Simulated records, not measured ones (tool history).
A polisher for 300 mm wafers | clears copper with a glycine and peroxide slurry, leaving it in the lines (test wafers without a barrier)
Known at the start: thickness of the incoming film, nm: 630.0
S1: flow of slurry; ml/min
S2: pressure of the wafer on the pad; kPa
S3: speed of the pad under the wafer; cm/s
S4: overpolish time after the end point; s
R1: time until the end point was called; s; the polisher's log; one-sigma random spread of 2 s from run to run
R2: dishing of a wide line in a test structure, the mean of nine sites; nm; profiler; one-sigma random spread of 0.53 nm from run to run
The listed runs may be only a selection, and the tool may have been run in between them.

run,hour,S1,S2,S3,S4,R1,R2
1,0.0,225,24.1,100,14,81.370,63.421
2,3.5,225,22.8,100,13,83.947,58.755
3,5.9,225,20.0,100,13,92.513,54.379
4,9.7,225,13.8,100,13,123.140,41.123
5,13.6,225,13.8,100,12,125.050,39.086
6,21.0,225,13.8,78,12,142.810,36.402
7,28.9,225,14.5,80,11,133.990,34.808

Run 8 has not been measured yet. What should we expect?
8,37.5,225,14.5,80,11,?,?

R1: 135.570 s
R2: 34.818 nm

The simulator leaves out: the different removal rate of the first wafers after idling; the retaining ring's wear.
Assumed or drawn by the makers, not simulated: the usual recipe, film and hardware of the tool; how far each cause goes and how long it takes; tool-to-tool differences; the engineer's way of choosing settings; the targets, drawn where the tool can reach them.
